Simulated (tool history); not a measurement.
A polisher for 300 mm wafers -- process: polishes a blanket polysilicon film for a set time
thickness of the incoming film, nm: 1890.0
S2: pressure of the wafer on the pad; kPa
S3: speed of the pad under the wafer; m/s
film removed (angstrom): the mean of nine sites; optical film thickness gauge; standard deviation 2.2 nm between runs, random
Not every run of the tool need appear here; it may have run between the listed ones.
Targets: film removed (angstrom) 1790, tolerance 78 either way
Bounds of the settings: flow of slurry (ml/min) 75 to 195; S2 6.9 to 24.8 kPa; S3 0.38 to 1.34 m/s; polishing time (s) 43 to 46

run 1 day=0 | flow_of_slurry_(ml/min)=125 S2=15.9 S3=0.86 polishing_time_(s)=43 | film_removed_(angstrom)=2505.2
run 2 day=0.308 | flow_of_slurry_(ml/min)=125 S2=15.9 S3=0.86 polishing_time_(s)=43 | film_removed_(angstrom)=2558.5
run 3 day=0.538 | flow_of_slurry_(ml/min)=120 S2=14.5 S3=0.86 polishing_time_(s)=43 | film_removed_(angstrom)=2274.2
run 4 day=0.717 | flow_of_slurry_(ml/min)=120 S2=16.5 S3=0.86 polishing_time_(s)=43 | film_removed_(angstrom)=2588.7
run 5 day=0.817 | flow_of_slurry_(ml/min)=115 S2=15.2 S3=0.86 polishing_time_(s)=43 | film_removed_(angstrom)=2409.9
run 6 day=1.008 | flow_of_slurry_(ml/min)=115 S2=15.2 S3=1.06 polishing_time_(s)=43 | film_removed_(angstrom)=2749.9
run 7 day=1.075 | flow_of_slurry_(ml/min)=110 S2=13.8 S3=1.06 polishing_time_(s)=43 | film_removed_(angstrom)=2471.4
run 8 day=1.35 | flow_of_slurry_(ml/min)=105 S2=12.4 S3=1.06 polishing_time_(s)=43 | film_removed_(angstrom)=2179.7
run 9 day=1.421 | flow_of_slurry_(ml/min)=100 S2=11.7 S3=1.06 polishing_time_(s)=43 | film_removed_(angstrom)=2039.5
run 10 day=1.746 | flow_of_slurry_(ml/min)=95 S2=11.7 S3=1.06 polishing_time_(s)=43 | film_removed_(angstrom)=2076.7
run 11 day=1.879 | flow_of_slurry_(ml/min)=95 S2=11 S3=1.06 polishing_time_(s)=43 | film_removed_(angstrom)=1948.3

Of the 5 settings listed for the next run, only one would bring every result within its allowed miss of target. Which one?
run A day=2.012 | flow_of_slurry_(ml/min)=110 S2=11 S3=1.04 polishing_time_(s)=44 | film_removed_(angstrom)=?
run B day=2.012 | flow_of_slurry_(ml/min)=85 S2=10.3 S3=1.12 polishing_time_(s)=45 | film_removed_(angstrom)=?
run C day=2.012 | flow_of_slurry_(ml/min)=95 S2=12.4 S3=0.96 polishing_time_(s)=43 | film_removed_(angstrom)=?
run D day=2.012 | flow_of_slurry_(ml/min)=105 S2=11 S3=1.14 polishing_time_(s)=43 | film_removed_(angstrom)=?
run E day=2.012 | flow_of_slurry_(ml/min)=80 S2=9.7 S3=1.18 polishing_time_(s)=44 | film_removed_(angstrom)=?

move=A film_removed_(angstrom)=2062
move=B film_removed_(angstrom)=1942.9
move=C film_removed_(angstrom)=2033.8
move=D film_removed_(angstrom)=2130.3
move=E film_removed_(angstrom)=1815.5
A: its largest miss is bigger than the last run's
B: no nearer and no further than the last run
C: its largest miss is bigger than the last run's
D: its largest miss is bigger than the last run's
E: each result inside its tolerance
Move E is the one to make.

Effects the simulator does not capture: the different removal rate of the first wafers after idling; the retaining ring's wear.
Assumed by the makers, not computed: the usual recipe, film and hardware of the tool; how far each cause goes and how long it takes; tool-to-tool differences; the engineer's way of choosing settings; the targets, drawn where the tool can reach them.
